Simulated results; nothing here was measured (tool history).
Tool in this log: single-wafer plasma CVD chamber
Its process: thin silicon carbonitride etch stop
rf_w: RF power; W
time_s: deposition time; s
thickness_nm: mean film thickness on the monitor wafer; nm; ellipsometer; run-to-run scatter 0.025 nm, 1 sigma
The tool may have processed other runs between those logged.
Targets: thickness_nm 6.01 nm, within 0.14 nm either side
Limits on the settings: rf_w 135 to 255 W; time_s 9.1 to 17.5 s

run 1 day=0 | rf_w=195 time_s=13.3 | thickness_nm=7.8002
run 2 day=0.042 | rf_w=170 time_s=13.3 | thickness_nm=7.6359
run 3 day=0.212 | rf_w=170 time_s=12.7 | thickness_nm=7.24
run 4 day=0.425 | rf_w=145 time_s=12.7 | thickness_nm=7.0554
run 5 day=0.504 | rf_w=145 time_s=14.6 | thickness_nm=8.1224
run 6 day=0.825 | rf_w=135 time_s=14.6 | thickness_nm=7.9704
run 7 day=0.858 | rf_w=135 time_s=13.9 | thickness_nm=7.6248
run 8 day=1.05 | rf_w=135 time_s=13.3 | thickness_nm=7.27

Exercise: of the 4 proposed moves below, exactly one satisfies all targets within the stated allowed misses. Which move is it?
run A day=1.242 | rf_w=145 time_s=14.2 | thickness_nm=?
run B day=1.242 | rf_w=145 time_s=15.9 | thickness_nm=?
run C day=1.242 | rf_w=135 time_s=11 | thickness_nm=?
run D day=1.242 | rf_w=145 time_s=14.4 | thickness_nm=?

move=A thickness_nm=7.8606
move=B thickness_nm=8.8016
move=C thickness_nm=6.0126
move=D thickness_nm=7.9713
A: further off than the last run
B: further off than the last run
C: every result lands within tolerance
D: further off than the last run
Correct choice: C, which meets every target
